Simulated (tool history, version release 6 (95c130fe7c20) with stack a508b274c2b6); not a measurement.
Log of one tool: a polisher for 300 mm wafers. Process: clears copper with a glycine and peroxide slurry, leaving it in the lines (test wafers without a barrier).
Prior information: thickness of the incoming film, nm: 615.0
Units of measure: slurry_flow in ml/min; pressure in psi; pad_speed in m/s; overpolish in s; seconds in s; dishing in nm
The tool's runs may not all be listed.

run 1 hour=0.0 | slurry_flow=170 pressure=3.3 pad_speed=1.18 overpolish=25 | seconds=95.912 dishing=71.561
run 2 hour=6.3 | slurry_flow=170 pressure=3.3 pad_speed=0.92 overpolish=25 | seconds=119.430 dishing=69.108
run 3 hour=10.1 | slurry_flow=170 pressure=3.3 pad_speed=0.92 overpolish=21 | seconds=115.880 dishing=60.361
run 4 hour=11.8 | slurry_flow=210 pressure=3.3 pad_speed=0.92 overpolish=21 | seconds=113.330 dishing=61.980
run 5 hour=15.1 | slurry_flow=210 pressure=3.1 pad_speed=1.04 overpolish=19 | seconds=109.220 dishing=58.277
run 6 hour=19.7 | slurry_flow=215 pressure=2.9 pad_speed=1.14 overpolish=18 | seconds=108.170 dishing=57.996
run 7 hour=22.7 | slurry_flow=220 pressure=2.8 pad_speed=1.20 overpolish=17 | seconds=103.940 dishing=56.155

What does the tool deliver on the next run?
run 8 hour=26.5 | slurry_flow=225 pressure=2.6 pad_speed=1.28 overpolish=16 | seconds=? dishing=?

{"run 8": {"seconds": 103.38, "dishing": 53.971}}
